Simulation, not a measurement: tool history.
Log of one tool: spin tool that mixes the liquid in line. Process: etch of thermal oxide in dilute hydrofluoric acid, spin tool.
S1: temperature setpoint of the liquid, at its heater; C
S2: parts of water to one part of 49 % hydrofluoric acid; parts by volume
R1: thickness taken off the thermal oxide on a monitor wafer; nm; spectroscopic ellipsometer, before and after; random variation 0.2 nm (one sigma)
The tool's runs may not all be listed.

{"run": 1, "day": 0.0, "S1": 24.0, "S2": 160, "time under the liquid (s)": 290, "R1": 7.3698}
{"run": 2, "day": 0.1, "S1": 24.5, "S2": 145, "time under the liquid (s)": 290, "R1": 8.6518}
{"run": 3, "day": 0.192, "S1": 24.5, "S2": 105, "time under the liquid (s)": 290, "R1": 12.287}
{"run": 4, "day": 0.288, "S1": 24.5, "S2": 105, "time under the liquid (s)": 290, "R1": 12.269}
{"run": 5, "day": 0.592, "S1": 24.5, "S2": 60, "time under the liquid (s)": 290, "R1": 22.747}
{"run": 6, "day": 0.912, "S1": 24.5, "S2": 80, "time under the liquid (s)": 290, "R1": 16.748}
{"day": 0.938, "done": "thermometer replaced"}
{"run": 7, "day": 0.938, "S1": 25.0, "S2": 80, "time under the liquid (s)": 290, "R1": 18.576}
{"run": 8, "day": 1.2, "S1": 29.0, "S2": 80, "time under the liquid (s)": 290, "R1": 21.545}

Run 9 comes next. What will it give?
{"run": 9, "day": 1.467, "S1": 29.5, "S2": 80, "time under the liquid (s)": 290, "R1": "?"}

R1: 22.2220 nm

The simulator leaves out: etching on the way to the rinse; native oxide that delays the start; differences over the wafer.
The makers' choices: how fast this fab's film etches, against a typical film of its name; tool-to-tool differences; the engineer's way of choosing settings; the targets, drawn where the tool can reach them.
